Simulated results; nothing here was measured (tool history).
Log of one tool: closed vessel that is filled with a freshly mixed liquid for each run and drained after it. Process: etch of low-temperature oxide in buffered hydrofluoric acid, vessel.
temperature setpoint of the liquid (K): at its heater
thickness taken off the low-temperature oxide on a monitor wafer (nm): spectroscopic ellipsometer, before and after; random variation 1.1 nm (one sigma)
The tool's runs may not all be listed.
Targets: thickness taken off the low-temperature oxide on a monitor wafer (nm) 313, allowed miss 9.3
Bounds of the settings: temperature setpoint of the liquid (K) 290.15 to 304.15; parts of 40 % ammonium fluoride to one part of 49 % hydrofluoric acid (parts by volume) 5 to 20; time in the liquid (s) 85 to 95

run  hour  temperature setpoint of the liquid (K)  parts of 40 % ammonium fluoride to one part of 49 % hydrofluoric acid (parts by volume)  time in the liquid (s)  thickness taken off the low-temperature oxide on a monitor wafer (nm)
  1     0                                  296.15                                                                                       12                      85                                                                 149.39
  2   7.8                                  296.15                                                                                       12                      95                                                                 166.29
  3  15.5                                  295.15                                                                                       12                      95                                                                 158.24
  4  18.4                                  297.15                                                                                     11.5                      95                                                                 183.23
  5  23.1                                  297.15                                                                                     11.5                      95                                                                 183.32
  6  32.1                                  297.15                                                                                     14.5                      95                                                                 145.01
  7  36.1                                  298.65                                                                                     13.5                      95                                                                 169.64
  8  42.5                                  300.15                                                                                     12.5                      95                                                                 198.47
  9  47.8                                  301.15                                                                                     11.5                      95                                                                 226.86
 10  50.1                                  304.15                                                                                        9                      95                                                                 324.88

Which of these 4 next moves meets every target?
  A  52.4                                  304.15                                                                                       10                      90                                                                      ?
  B  52.4                                  304.15                                                                                      8.5                      95                                                                      ?
  C  52.4                                  302.15                                                                                        8                      85                                                                      ?
  D  52.4                                  299.65                                                                                      7.5                      95                                                                      ?

move  thickness taken off the low-temperature oxide on a monitor wafer (nm)
   A                                                                 287.24
   B                                                                  344.6
   C                                                                 296.82
   D                                                                 311.91
A: takes the result that was furthest off past its target
B: further off than the last run
C: takes the result that was furthest off past its target
D: meets every target
Answer: D

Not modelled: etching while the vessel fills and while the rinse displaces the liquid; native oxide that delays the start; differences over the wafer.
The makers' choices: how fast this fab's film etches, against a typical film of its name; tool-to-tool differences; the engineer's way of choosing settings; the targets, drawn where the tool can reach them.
